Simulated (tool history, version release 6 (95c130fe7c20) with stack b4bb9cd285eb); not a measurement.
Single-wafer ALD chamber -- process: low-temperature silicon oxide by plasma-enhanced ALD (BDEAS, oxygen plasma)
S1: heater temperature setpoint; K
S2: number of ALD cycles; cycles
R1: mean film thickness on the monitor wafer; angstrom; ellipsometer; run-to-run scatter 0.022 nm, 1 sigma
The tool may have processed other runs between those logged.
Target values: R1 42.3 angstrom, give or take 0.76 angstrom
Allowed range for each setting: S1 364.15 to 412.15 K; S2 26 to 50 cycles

run	day	S1	S2	R1
1	0	388.15	38	55.549
2	0.346	390.15	35	50.822
3	0.679	390.15	30	43.825
4	1.033	390.15	27	39.308
5	1.225	390.15	26	37.697
6	1.438	384.15	26	38.157
7	1.475	384.15	27	39.874
8	1.662	382.15	27	40.149
9	1.962	376.15	29	43.424
10	2.067	377.15	29	43.161
11	2.342	378.15	29	43.293
12	2.579	379.15	29	43.121

5 next moves are on the table. One of them brings every result within its allowed miss. Which?
A	2.817	370.15	26	?
B	2.817	378.15	30	?
C	2.817	373.15	29	?
D	2.817	391.15	29	?
E	2.817	380.15	27	?

move	R1
A	39.839
B	44.778
C	43.898
D	42.119
E	40.133
A: takes the biggest miss from the last run beyond its target
B: further off than the last run
C: further off than the last run
D: all results land within tolerance of their targets
E: takes the biggest miss from the last run beyond its target
Correct choice: D, which meets every target

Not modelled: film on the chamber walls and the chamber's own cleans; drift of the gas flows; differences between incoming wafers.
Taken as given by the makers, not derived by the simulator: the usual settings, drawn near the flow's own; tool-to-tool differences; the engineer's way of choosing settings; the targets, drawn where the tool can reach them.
